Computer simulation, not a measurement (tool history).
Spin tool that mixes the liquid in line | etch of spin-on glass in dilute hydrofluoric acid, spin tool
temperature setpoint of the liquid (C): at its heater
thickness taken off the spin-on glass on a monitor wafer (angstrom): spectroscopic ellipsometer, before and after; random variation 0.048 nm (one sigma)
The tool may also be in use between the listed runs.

| run | hour | temperature setpoint of the liquid (C) | parts of water to one part of 49 % hydrofluoric acid (parts by volume) | time under the liquid (s) | thickness taken off the spin-on glass on a monitor wafer (angstrom) |
|---|---|---|---|---|---|
| 1 | 0 | 25 | 170 | 15 | 38.964 |
| 2 | 2.9 | 25 | 130 | 15 | 53.535 |
| 3 | 7.7 | 26 | 130 | 15 | 55.946 |
| 4 | 16.4 | 26 | 95 | 15 | 79.556 |
| 5 | 17.8 | 24.5 | 95 | 15 | 73.971 |
| 6 | 23.2 | 24.5 | 95 | 15 | 75.081 |

The next listed run, before its measurement:
| 7 | 27.5 | 23 | 95 | 15 | ? |

Run 7 gave thickness taken off the spin-on glass on a monitor wafer (angstrom) 70.892.
